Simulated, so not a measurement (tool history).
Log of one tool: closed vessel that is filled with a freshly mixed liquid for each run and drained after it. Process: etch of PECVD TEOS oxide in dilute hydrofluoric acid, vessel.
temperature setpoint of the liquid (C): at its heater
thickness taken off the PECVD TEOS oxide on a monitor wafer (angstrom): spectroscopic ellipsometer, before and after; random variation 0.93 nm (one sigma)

run  hour  temperature setpoint of the liquid (C)  parts of water to one part of 49 % hydrofluoric acid (parts by volume)  time in the liquid (s)  thickness taken off the PECVD TEOS oxide on a monitor wafer (angstrom)
  1     0                                      24                                                                     220                    1165                                                                  657.24
  2     8                                    26.5                                                                     185                    1165                                                                  892.09
  3    15                                    26.5                                                                     140                    1165                                                                  1248.8
  4  20.9                                    25.5                                                                     140                    1165                                                                  1192.3
  5  25.5                                    25.5                                                                     140                    1250                                                                  1278.6
  6  29.1                                    26.5                                                                     140                    1250                                                                  1326.1
  7  32.6                                    27.5                                                                     140                    1250                                                                  1362.9
  8  40.1                                    28.5                                                                     140                    1250                                                                  1435.2

Run 9 comes next. What will it give?
  9  41.2                                    28.5                                                                     140                    1250                                                                       ?

{"run 9": {"thickness taken off the PECVD TEOS oxide on a monitor wafer (angstrom)": 1426.9}}
